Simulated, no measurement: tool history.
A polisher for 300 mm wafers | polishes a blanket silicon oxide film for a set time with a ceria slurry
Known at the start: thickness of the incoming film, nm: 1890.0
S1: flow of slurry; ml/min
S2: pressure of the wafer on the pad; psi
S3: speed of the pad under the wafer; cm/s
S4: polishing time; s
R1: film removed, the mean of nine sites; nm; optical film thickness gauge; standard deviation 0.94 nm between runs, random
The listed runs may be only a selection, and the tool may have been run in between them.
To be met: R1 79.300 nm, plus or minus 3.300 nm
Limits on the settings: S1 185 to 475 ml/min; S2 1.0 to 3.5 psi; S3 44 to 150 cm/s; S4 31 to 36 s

Run 1, day 0.000: S1 305 ml/min, S2 2.2 psi, S3 96 cm/s, S4 36 s. Result: R1 125.520 nm.
Run 2, day 0.288: S1 305 ml/min, S2 2.0 psi, S3 96 cm/s, S4 36 s. Result: R1 115.880 nm.
Run 3, day 0.629: S1 305 ml/min, S2 1.8 psi, S3 96 cm/s, S4 36 s. Result: R1 108.260 nm.
Run 4, day 0.979: S1 305 ml/min, S2 1.6 psi, S3 96 cm/s, S4 36 s. Result: R1 100.020 nm.
Run 5, day 1.071: S1 305 ml/min, S2 1.6 psi, S3 96 cm/s, S4 36 s. Result: R1 102.540 nm.
Run 6, day 1.204: S1 305 ml/min, S2 1.5 psi, S3 94 cm/s, S4 36 s. Result: R1 94.348 nm.
Run 7, day 1.450: S1 305 ml/min, S2 1.4 psi, S3 94 cm/s, S4 36 s. Result: R1 88.432 nm.
Run 8, day 1.567: S1 305 ml/min, S2 1.3 psi, S3 94 cm/s, S4 36 s. Result: R1 85.411 nm.

Pick the move, out of 5, that brings all results within their allowed miss; only one does.
Run A, day 1.683: S1 335 ml/min, S2 1.3 psi, S3 116 cm/s, S4 31 s. Result: R1 ?.
Run B, day 1.683: S1 285 ml/min, S2 1.3 psi, S3 86 cm/s, S4 35 s. Result: R1 ?.
Run C, day 1.683: S1 350 ml/min, S2 1.4 psi, S3 104 cm/s, S4 35 s. Result: R1 ?.
Run D, day 1.683: S1 260 ml/min, S2 1.2 psi, S3 116 cm/s, S4 35 s. Result: R1 ?.
Run E, day 1.683: S1 360 ml/min, S2 1.4 psi, S3 104 cm/s, S4 35 s. Result: R1 ?.

move      R1
   A  85.208
   B  77.240
   C  93.645
   D  89.631
   E  93.833
A: just as far off the targets as the last run
B: every result within its allowed miss
C: its largest miss is bigger than the last run's
D: its largest miss is bigger than the last run's
E: its largest miss is bigger than the last run's
Go with B: it meets all targets.

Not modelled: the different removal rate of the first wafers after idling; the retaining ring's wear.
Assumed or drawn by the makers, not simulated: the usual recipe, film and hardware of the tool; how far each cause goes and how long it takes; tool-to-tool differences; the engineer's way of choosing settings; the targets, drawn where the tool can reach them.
